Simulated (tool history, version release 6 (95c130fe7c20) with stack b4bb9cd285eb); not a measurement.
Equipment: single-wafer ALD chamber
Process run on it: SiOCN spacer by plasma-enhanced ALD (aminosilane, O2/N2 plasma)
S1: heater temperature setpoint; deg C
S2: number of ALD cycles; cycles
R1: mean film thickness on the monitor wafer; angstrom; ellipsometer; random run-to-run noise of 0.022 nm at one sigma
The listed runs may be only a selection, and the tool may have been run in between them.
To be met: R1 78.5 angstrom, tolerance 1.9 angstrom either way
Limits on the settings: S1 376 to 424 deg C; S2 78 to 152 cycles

run 1 hour=0 | S1=400 S2=115 | R1=66.142
run 2 hour=3.6 | S1=400 S2=117 | R1=67.746
run 3 hour=10.2 | S1=400 S2=119 | R1=68.281
run 4 hour=16 | S1=400 S2=113 | R1=64.954
run 5 hour=21 | S1=400 S2=115 | R1=66.373
run 6 hour=27.1 | S1=407 S2=115 | R1=64.669
run 7 hour=34.3 | S1=406 S2=117 | R1=66.02
run 8 hour=38.5 | S1=405 S2=119 | R1=67.122

Pick the move, out of 4, that brings all results within their allowed miss; only one does.
run A hour=42.7 | S1=403 S2=112 | R1=?
run B hour=42.7 | S1=401 S2=108 | R1=?
run C hour=42.7 | S1=389 S2=147 | R1=?
run D hour=42.7 | S1=396 S2=135 | R1=?

move=A R1=63.938
move=B R1=62.08
move=C R1=84.788
move=D R1=77.867
A: the biggest miss grows against the last run
B: the biggest miss grows against the last run
C: takes the result that was furthest off past its target
D: every result within its allowed miss
D is the move that brings every result within its allowed miss.
